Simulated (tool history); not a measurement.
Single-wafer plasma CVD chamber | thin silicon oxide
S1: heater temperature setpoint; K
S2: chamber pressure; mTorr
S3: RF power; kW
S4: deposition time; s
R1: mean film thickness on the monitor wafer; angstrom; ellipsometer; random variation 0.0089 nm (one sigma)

run 1 hour=0 | S1=668.15 S2=662 S3=0.305 S4=2.53 | R1=37.868
run 2 hour=4.1 | S1=663.15 S2=662 S3=0.305 S4=2.53 | R1=37.831
run 3 hour=12.5 | S1=663.15 S2=633 S3=0.305 S4=2.53 | R1=36.42
run 4 hour=19.8 | S1=663.15 S2=633 S3=0.305 S4=2.53 | R1=36.381
run 5 hour=27.9 | S1=663.15 S2=633 S3=0.305 S4=2.41 | R1=34.886
run 6 hour=36.1 | S1=663.15 S2=618 S3=0.305 S4=2.41 | R1=34.109

The next listed run, before its measurement:
run 7 hour=37.3 | S1=663.15 S2=608 S3=0.305 S4=2.41 | R1=?

Run 7 gave R1 33.637 angstrom.
